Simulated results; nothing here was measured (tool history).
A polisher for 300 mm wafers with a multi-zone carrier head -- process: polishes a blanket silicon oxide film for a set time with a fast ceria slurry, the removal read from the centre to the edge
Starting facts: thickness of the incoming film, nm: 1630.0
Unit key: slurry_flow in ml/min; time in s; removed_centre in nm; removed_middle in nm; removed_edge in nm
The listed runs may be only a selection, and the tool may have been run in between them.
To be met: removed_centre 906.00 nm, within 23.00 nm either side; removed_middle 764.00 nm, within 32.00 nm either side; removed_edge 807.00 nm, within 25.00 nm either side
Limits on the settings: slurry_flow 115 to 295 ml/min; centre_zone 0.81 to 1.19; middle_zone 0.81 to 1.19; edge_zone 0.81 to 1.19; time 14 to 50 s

{"run": 1, "hour": 0.0, "slurry_flow": 190, "centre_zone": 1.0, "middle_zone": 1.0, "edge_zone": 1.0, "time": 32, "removed_centre": 485.44, "removed_middle": 475.64, "removed_edge": 506.1}
{"run": 2, "hour": 1.3, "slurry_flow": 235, "centre_zone": 1.0, "middle_zone": 1.0, "edge_zone": 1.0, "time": 32, "removed_centre": 510.9, "removed_middle": 508.37, "removed_edge": 529.07}
{"run": 3, "hour": 9.2, "slurry_flow": 235, "centre_zone": 1.0, "middle_zone": 1.0, "edge_zone": 1.0, "time": 25, "removed_centre": 399.02, "removed_middle": 399.22, "removed_edge": 411.3}
{"run": 4, "hour": 16.3, "slurry_flow": 235, "centre_zone": 1.08, "middle_zone": 1.0, "edge_zone": 1.0, "time": 25, "removed_centre": 428.57, "removed_middle": 405.32, "removed_edge": 409.87}
{"run": 5, "hour": 20.9, "slurry_flow": 235, "centre_zone": 1.16, "middle_zone": 1.0, "edge_zone": 1.0, "time": 25, "removed_centre": 459.92, "removed_middle": 393.55, "removed_edge": 407.4}
{"run": 6, "hour": 23.4, "slurry_flow": 235, "centre_zone": 1.19, "middle_zone": 1.0, "edge_zone": 1.0, "time": 25, "removed_centre": 466.86, "removed_middle": 399.85, "removed_edge": 417.74}
{"run": 7, "hour": 26.2, "slurry_flow": 250, "centre_zone": 1.19, "middle_zone": 1.0, "edge_zone": 0.99, "time": 31, "removed_centre": 586.89, "removed_middle": 494.77, "removed_edge": 524.96}
{"hour": 33.6, "done": "slurry nozzle cleaned"}
{"run": 8, "hour": 33.6, "slurry_flow": 265, "centre_zone": 1.19, "middle_zone": 1.0, "edge_zone": 0.97, "time": 35, "removed_centre": 727.1, "removed_middle": 607.52, "removed_edge": 619.2}
{"run": 9, "hour": 39.7, "slurry_flow": 270, "centre_zone": 1.18, "middle_zone": 1.0, "edge_zone": 0.99, "time": 37, "removed_centre": 770.98, "removed_middle": 654.21, "removed_edge": 656.33}
{"run": 10, "hour": 43.9, "slurry_flow": 265, "centre_zone": 1.17, "middle_zone": 0.99, "edge_zone": 1.0, "time": 39, "removed_centre": 798.77, "removed_middle": 679.59, "removed_edge": 704.21}
{"run": 11, "hour": 47.7, "slurry_flow": 265, "centre_zone": 1.17, "middle_zone": 0.98, "edge_zone": 1.01, "time": 40, "removed_centre": 829.54, "removed_middle": 702.76, "removed_edge": 707.52}
{"run": 12, "hour": 55.9, "slurry_flow": 255, "centre_zone": 1.16, "middle_zone": 0.99, "edge_zone": 0.94, "time": 41, "removed_centre": 834.28, "removed_middle": 725.15, "removed_edge": 703.21}
{"run": 13, "hour": 57.0, "slurry_flow": 265, "centre_zone": 1.16, "middle_zone": 0.99, "edge_zone": 0.98, "time": 41, "removed_centre": 843.9, "removed_middle": 712.25, "removed_edge": 710.2}
{"run": 14, "hour": 60.6, "slurry_flow": 275, "centre_zone": 1.16, "middle_zone": 1.0, "edge_zone": 1.03, "time": 41, "removed_centre": 840.7, "removed_middle": 717.68, "removed_edge": 747.96}
{"run": 15, "hour": 63.8, "slurry_flow": 280, "centre_zone": 1.17, "middle_zone": 1.01, "edge_zone": 1.04, "time": 41, "removed_centre": 844.13, "removed_middle": 723.02, "removed_edge": 749.95}
{"run": 16, "hour": 72.3, "slurry_flow": 285, "centre_zone": 1.17, "middle_zone": 1.0, "edge_zone": 1.05, "time": 42, "removed_centre": 865.77, "removed_middle": 740.07, "removed_edge": 772.57}

Exercise: of the 4 proposed moves below, exactly one satisfies all targets within the stated allowed misses. Which move is it?
{"run": "A", "hour": 80.8, "slurry_flow": 290, "centre_zone": 1.17, "middle_zone": 0.98, "edge_zone": 0.9, "time": 44, "removed_centre": "?", "removed_middle": "?", "removed_edge": "?"}
{"run": "B", "hour": 80.8, "slurry_flow": 280, "centre_zone": 1.17, "middle_zone": 0.97, "edge_zone": 1.06, "time": 44, "removed_centre": "?", "removed_middle": "?", "removed_edge": "?"}
{"run": "C", "hour": 80.8, "slurry_flow": 275, "centre_zone": 1.19, "middle_zone": 0.94, "edge_zone": 0.87, "time": 43, "removed_centre": "?", "removed_middle": "?", "removed_edge": "?"}
{"run": "D", "hour": 80.8, "slurry_flow": 275, "centre_zone": 1.19, "middle_zone": 1.01, "edge_zone": 0.99, "time": 43, "removed_centre": "?", "removed_middle": "?", "removed_edge": "?"}

move=A removed_centre=911.88 removed_middle=780.75 removed_edge=761.15
move=B removed_centre=908.13 removed_middle=773.67 removed_edge=817.61
move=C removed_centre=899.06 removed_middle=742.93 removed_edge=730.14
move=D removed_centre=899.33 removed_middle=770.37 removed_edge=772.64
A: the worst result of the last run now meets its target, but another is out of spec
B: every result within its allowed miss
C: the worst result of the last run now meets its target, but another is out of spec
D: the worst result of the last run now meets its target, but another is out of spec
So the answer is move B, the one that meets all the targets.

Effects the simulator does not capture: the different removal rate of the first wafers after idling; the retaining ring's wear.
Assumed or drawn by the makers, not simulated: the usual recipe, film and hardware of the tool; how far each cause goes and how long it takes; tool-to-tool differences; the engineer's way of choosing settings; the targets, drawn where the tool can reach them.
